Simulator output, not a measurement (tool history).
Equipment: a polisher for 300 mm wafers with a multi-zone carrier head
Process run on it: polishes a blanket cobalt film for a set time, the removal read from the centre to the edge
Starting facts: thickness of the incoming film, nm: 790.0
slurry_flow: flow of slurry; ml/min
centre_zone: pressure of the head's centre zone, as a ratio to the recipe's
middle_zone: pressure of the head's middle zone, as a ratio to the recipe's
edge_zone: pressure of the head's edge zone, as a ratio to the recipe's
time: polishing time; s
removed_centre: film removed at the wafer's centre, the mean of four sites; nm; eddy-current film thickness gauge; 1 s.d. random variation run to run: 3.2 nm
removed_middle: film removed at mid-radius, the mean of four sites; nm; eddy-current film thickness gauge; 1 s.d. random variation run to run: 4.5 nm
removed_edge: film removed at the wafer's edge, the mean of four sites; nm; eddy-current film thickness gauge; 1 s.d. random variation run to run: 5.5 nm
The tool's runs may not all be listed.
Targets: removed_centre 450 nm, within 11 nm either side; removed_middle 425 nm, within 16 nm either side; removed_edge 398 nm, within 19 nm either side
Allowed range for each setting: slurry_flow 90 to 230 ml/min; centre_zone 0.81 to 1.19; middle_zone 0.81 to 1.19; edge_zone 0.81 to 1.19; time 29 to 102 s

| run | hour | slurry_flow | centre_zone | middle_zone | edge_zone | time | removed_centre | removed_middle | removed_edge |
|---|---|---|---|---|---|---|---|---|---|
| 1 | 0 | 150 | 1 | 1 | 1 | 65 | 324.44 | 318.48 | 290.54 |
| 2 | 0.9 | 150 | 1 | 1.07 | 1 | 65 | 326.44 | 330.21 | 294.11 |
| 3 | 6.1 | 150 | 0.97 | 1.07 | 1 | 65 | 319.88 | 333.14 | 290.79 |
| 4 | 13.6 | 160 | 1 | 1.08 | 1.03 | 67 | 337.39 | 351.61 | 314.18 |
| 5 | 15.7 | 170 | 1.03 | 1.09 | 1.04 | 68 | 358.06 | 362.32 | 321.44 |
| 6 | 21.3 | 170 | 1.03 | 1.09 | 1.04 | 78 | 410.45 | 411.33 | 370.08 |
| 7 | 22.2 | 175 | 1.04 | 1.08 | 1.05 | 78 | 419.92 | 412.75 | 380.15 |
| 8 | 24.6 | 180 | 1.05 | 1.08 | 1.05 | 78 | 430.12 | 419.89 | 366.72 |
| 9 | 32.6 | 180 | 1.06 | 1.08 | 1.07 | 78 | 429.65 | 412.6 | 366.15 |

Below are 4 possible settings for the next run. Only one of them brings all results inside the allowed miss of their targets. Which is it?
| A | 40.6 | 170 | 1.05 | 1.08 | 0.96 | 77 | ? | ? | ? |
| B | 40.6 | 180 | 0.98 | 1.06 | 1.09 | 82 | ? | ? | ? |
| C | 40.6 | 150 | 1.04 | 1.05 | 1.06 | 86 | ? | ? | ? |
| D | 40.6 | 230 | 1.15 | 1.19 | 0.94 | 68 | ? | ? | ? |

| move | removed_centre | removed_middle | removed_edge |
|---|---|---|---|
| A | 411.98 | 405.38 | 350.68 |
| B | 416.47 | 429.25 | 399.26 |
| C | 443.64 | 431.29 | 402.99 |
| D | 417.09 | 407.55 | 317.1 |
A: further off than the last run
B: further off than the last run
C: all results land within tolerance of their targets
D: further off than the last run
The move that meets every target is C.
